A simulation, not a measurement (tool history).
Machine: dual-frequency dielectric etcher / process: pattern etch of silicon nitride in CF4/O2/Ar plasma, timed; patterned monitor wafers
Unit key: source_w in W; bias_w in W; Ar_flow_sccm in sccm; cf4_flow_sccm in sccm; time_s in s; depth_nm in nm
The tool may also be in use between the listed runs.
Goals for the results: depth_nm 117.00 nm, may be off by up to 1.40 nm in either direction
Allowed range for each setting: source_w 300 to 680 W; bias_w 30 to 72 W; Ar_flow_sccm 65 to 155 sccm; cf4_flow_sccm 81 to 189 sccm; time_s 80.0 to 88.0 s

run,hour,source_w,bias_w,Ar_flow_sccm,cf4_flow_sccm,time_s,depth_nm
1,0.0,490,51,110,135,88.0,187.90
2,7.7,540,51,110,135,88.0,207.26
3,11.6,540,56,110,135,88.0,213.68
4,16.5,540,56,95,135,88.0,218.26
5,19.0,460,48,98,134,88.0,175.04
6,27.6,420,48,98,134,88.0,157.50
7,33.1,380,47,99,134,88.0,140.26
8,36.1,360,47,99,134,88.0,131.95
9,39.8,350,47,99,134,88.0,127.88
10,43.5,340,47,99,134,88.0,123.62
11,44.0,330,47,99,134,88.0,119.99
12,48.6,330,47,99,134,88.0,119.42
13,52.8,320,47,99,134,88.0,115.14
14,54.4,330,47,99,134,88.0,119.26
15,57.4,320,47,99,134,88.0,114.94
16,63.3,330,47,99,134,88.0,119.10
17,71.8,320,47,99,134,88.0,115.02
18,73.1,330,47,99,134,88.0,119.35
19,77.5,320,47,99,134,88.0,115.73
20,80.8,320,47,97,134,88.0,115.63

Consider the 4 candidate settings below. Which is the only one whose results all fall within their allowed miss of target?
A,84.1,310,56,100,129,88.0,?
B,84.1,330,51,96,138,80.0,?
C,84.1,310,50,100,141,87.5,?
D,84.1,320,52,125,107,88.0,?

move,depth_nm
A,117.24
B,112.47
C,113.16
D,113.20
A: every result within its allowed miss
B: lands further from the targets than the last run did
C: lands further from the targets than the last run did
D: lands further from the targets than the last run did
So the answer is move A, the one that meets all the targets.
